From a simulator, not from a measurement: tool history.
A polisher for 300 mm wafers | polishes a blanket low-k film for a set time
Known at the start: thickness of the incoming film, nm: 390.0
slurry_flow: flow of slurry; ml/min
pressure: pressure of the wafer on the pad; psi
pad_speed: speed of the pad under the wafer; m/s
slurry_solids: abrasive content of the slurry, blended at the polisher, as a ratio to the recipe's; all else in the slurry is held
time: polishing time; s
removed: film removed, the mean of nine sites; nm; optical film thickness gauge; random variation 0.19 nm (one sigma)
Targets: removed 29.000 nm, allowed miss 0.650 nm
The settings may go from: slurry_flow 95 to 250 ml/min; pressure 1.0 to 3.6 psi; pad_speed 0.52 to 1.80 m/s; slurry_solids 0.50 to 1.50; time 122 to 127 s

run,day,slurry_flow,pressure,pad_speed,slurry_solids,time,removed
1,0.000,160,2.3,1.16,1.00,122,57.083
2,0.021,160,2.3,1.16,1.00,127,59.338
3,0.342,160,2.3,1.02,1.00,127,53.427
4,0.546,155,2.0,1.02,1.00,127,46.576
5,0.667,155,1.5,1.02,1.00,127,35.876
6,0.975,150,1.4,1.02,1.00,127,33.208
7,1.096,140,1.4,1.02,1.00,127,32.706
8,1.354,130,1.4,1.02,1.00,127,32.375
9,1.404,125,1.4,1.02,1.00,127,32.306
10,1.696,120,1.4,1.02,1.00,127,31.584

4 next moves are on the table. One of them brings every result within its allowed miss. Which?
A,1.988,135,1.3,0.98,0.95,122,?
B,1.988,120,1.6,0.94,1.05,122,?
C,1.988,125,1.8,0.94,0.90,122,?
D,1.988,105,1.4,1.12,0.75,122,?

move,removed
A,27.574
B,33.285
C,35.193
D,28.646
A: takes the result that was furthest off past its target
B: further off than the last run
C: further off than the last run
D: meets every target
Answer: D

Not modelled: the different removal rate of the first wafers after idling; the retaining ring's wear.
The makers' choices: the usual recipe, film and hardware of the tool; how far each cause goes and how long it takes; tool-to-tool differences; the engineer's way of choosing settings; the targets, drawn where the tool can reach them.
